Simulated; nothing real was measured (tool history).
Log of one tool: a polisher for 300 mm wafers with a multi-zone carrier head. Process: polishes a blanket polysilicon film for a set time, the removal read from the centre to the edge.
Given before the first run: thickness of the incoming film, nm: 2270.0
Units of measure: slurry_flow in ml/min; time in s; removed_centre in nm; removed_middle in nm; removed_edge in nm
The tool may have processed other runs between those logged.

run,day,slurry_flow,centre_zone,middle_zone,edge_zone,time,removed_centre,removed_middle,removed_edge
1,0.000,195,1.00,1.00,1.00,60,490.27,502.59,489.07
2,0.042,205,1.00,0.99,1.04,61,501.81,507.55,513.93
3,0.075,215,1.00,0.99,1.06,61,501.16,506.59,522.94
4,0.292,245,1.00,0.99,1.06,61,508.57,519.55,523.23
5,0.512,225,1.00,0.99,1.06,61,497.76,498.28,523.95
6,0.554,225,1.00,0.99,1.02,61,508.50,508.61,502.25
7,0.804,225,1.01,0.99,1.05,62,515.41,516.84,512.54
8,1.133,225,1.01,0.98,1.07,63,524.79,529.82,534.17

Estimate the outcome of run 9 from the log above:
9,1.229,225,1.01,0.96,1.10,63,?,?,?

{"run 9": {"removed_centre": 536.07, "removed_middle": 507.55, "removed_edge": 558.55}}
